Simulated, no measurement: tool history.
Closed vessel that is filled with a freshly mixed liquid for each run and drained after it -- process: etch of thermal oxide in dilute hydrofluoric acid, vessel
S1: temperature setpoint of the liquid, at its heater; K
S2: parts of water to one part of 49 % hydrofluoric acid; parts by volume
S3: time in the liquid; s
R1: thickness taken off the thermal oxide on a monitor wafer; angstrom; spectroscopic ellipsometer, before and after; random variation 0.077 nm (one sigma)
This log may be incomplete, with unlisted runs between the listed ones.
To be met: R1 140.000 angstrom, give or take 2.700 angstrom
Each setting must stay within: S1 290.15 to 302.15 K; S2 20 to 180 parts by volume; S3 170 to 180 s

run,hour,S1,S2,S3,R1
1,0.0,294.15,100,170,65.745
2,7.0,294.15,100,180,70.140
3,8.9,296.65,100,180,78.197
4,10.0,293.15,100,180,66.824
5,18.1,293.15,100,180,67.922
6,22.8,294.65,95,180,75.967
7,24.3,295.65,90,180,83.221
8,29.9,296.65,85,180,92.867
9,33.8,297.65,80,180,103.120
10,37.0,298.15,80,180,106.000
11,37.6,302.15,70,180,144.060

Pick the move, out of 4, that brings all results within their allowed miss; only one does.
A,38.2,298.15,55,170,?
B,38.2,300.65,65,180,?
C,38.2,299.65,65,180,?
D,38.2,300.15,60,170,?

move,R1
A,151.100
B,147.590
C,141.850
D,149.080
A: further off than the last run
B: further off than the last run
C: every result within its allowed miss
D: further off than the last run
C meets every target.
